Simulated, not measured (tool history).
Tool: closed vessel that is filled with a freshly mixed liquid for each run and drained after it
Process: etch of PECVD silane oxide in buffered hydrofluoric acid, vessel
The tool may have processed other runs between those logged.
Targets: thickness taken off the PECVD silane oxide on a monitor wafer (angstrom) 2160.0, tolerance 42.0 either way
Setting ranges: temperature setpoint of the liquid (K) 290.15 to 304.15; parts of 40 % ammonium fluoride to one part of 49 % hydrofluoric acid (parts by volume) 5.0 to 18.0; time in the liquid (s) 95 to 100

run	day	temperature setpoint of the liquid (K)	parts of 40 % ammonium fluoride to one part of 49 % hydrofluoric acid (parts by volume)	time in the liquid (s)	thickness taken off the PECVD silane oxide on a monitor wafer (angstrom)
1	0.000	296.15	11.0	95	3180.1
2	0.225	296.15	11.0	100	3346.6
3	0.546	295.15	11.0	100	3126.4
4	0.700	294.65	11.0	100	3067.0
5	0.738	294.15	11.0	100	2982.3
6	1.104	294.15	8.5	100	3709.0
7	1.392	293.65	9.0	100	3423.8
# day 1.596: thermometer replaced
8	1.596	290.15	12.5	100	1830.5

Next run, 5 choices. One meets every target within its allowed miss, the rest don't. Which?
A	1.800	290.65	11.0	100	?
B	1.800	290.15	15.0	95	?
C	1.800	290.15	9.0	95	?
D	1.800	290.15	11.0	95	?
E	1.800	291.65	11.5	95	?

move	thickness taken off the PECVD silane oxide on a monitor wafer (angstrom)
A	2155.5
B	1468.3
C	2333.9
D	1990.1
E	2075.2
A: each result inside its tolerance
B: further off than the last run
C: moves the result that the last run missed by most past its target, out the other side
D: closes in on the targets versus the last run, not all within tolerance yet
E: closes in on the targets versus the last run, not all within tolerance yet
A is the move that brings every result within its allowed miss.
